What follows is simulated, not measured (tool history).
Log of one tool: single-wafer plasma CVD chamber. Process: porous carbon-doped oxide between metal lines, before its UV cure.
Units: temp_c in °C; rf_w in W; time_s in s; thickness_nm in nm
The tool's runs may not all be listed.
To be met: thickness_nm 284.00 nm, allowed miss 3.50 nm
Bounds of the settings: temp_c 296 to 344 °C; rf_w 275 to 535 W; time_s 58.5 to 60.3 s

run 1 day=0.000 | temp_c=320 rf_w=405 time_s=58.5 | thickness_nm=239.46
run 2 day=0.054 | temp_c=313 rf_w=405 time_s=58.5 | thickness_nm=247.82
run 3 day=0.117 | temp_c=307 rf_w=405 time_s=58.5 | thickness_nm=254.06
run 4 day=0.150 | temp_c=307 rf_w=405 time_s=60.3 | thickness_nm=263.51
run 5 day=0.267 | temp_c=302 rf_w=405 time_s=60.3 | thickness_nm=267.63
run 6 day=0.325 | temp_c=302 rf_w=405 time_s=60.3 | thickness_nm=267.40
run 7 day=0.400 | temp_c=300 rf_w=410 time_s=60.3 | thickness_nm=273.37
run 8 day=0.542 | temp_c=299 rf_w=415 time_s=60.3 | thickness_nm=276.66

4 next moves are on the table. One of them brings every result within its allowed miss. Which?
run A day=0.683 | temp_c=303 rf_w=435 time_s=60.3 | thickness_nm=?
run B day=0.683 | temp_c=303 rf_w=425 time_s=60.0 | thickness_nm=?
run C day=0.683 | temp_c=303 rf_w=410 time_s=59.9 | thickness_nm=?
run D day=0.683 | temp_c=302 rf_w=415 time_s=60.3 | thickness_nm=?

move=A thickness_nm=283.04
move=B thickness_nm=276.57
move=C thickness_nm=268.45
move=D thickness_nm=274.12
A: meets every target
B: as far off as the last run
C: further off than the last run
D: further off than the last run
The right move is A.
